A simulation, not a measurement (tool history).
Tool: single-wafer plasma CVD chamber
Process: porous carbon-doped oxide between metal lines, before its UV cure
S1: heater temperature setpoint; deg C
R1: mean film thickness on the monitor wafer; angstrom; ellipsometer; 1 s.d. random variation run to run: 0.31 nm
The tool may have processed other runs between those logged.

{"run": 1, "hour": 0.0, "S1": 320, "RF power (W)": 495, "deposition time (s)": 22.0, "R1": 1072.4}
{"run": 2, "hour": 1.5, "S1": 320, "RF power (W)": 495, "deposition time (s)": 22.0, "R1": 1072.0}
{"run": 3, "hour": 4.8, "S1": 322, "RF power (W)": 495, "deposition time (s)": 22.0, "R1": 1057.2}
{"run": 4, "hour": 6.7, "S1": 323, "RF power (W)": 495, "deposition time (s)": 22.0, "R1": 1064.5}
{"run": 5, "hour": 12.1, "S1": 325, "RF power (W)": 495, "deposition time (s)": 22.0, "R1": 1048.7}
{"run": 6, "hour": 16.1, "S1": 325, "RF power (W)": 540, "deposition time (s)": 22.0, "R1": 1135.8}
{"run": 7, "hour": 20.4, "S1": 328, "RF power (W)": 535, "deposition time (s)": 22.0, "R1": 1116.8}
{"run": 8, "hour": 26.6, "S1": 330, "RF power (W)": 530, "deposition time (s)": 22.0, "R1": 1094.7}
{"run": 9, "hour": 30.1, "S1": 332, "RF power (W)": 525, "deposition time (s)": 22.0, "R1": 1076.8}
{"run": 10, "hour": 35.2, "S1": 334, "RF power (W)": 525, "deposition time (s)": 22.0, "R1": 1073.5}

Run 11, settings as shown, results not yet in. Your forecast:
{"run": 11, "hour": 39.8, "S1": 335, "RF power (W)": 520, "deposition time (s)": 22.0, "R1": "?"}

{"run 11": {"R1": 1052.7}}
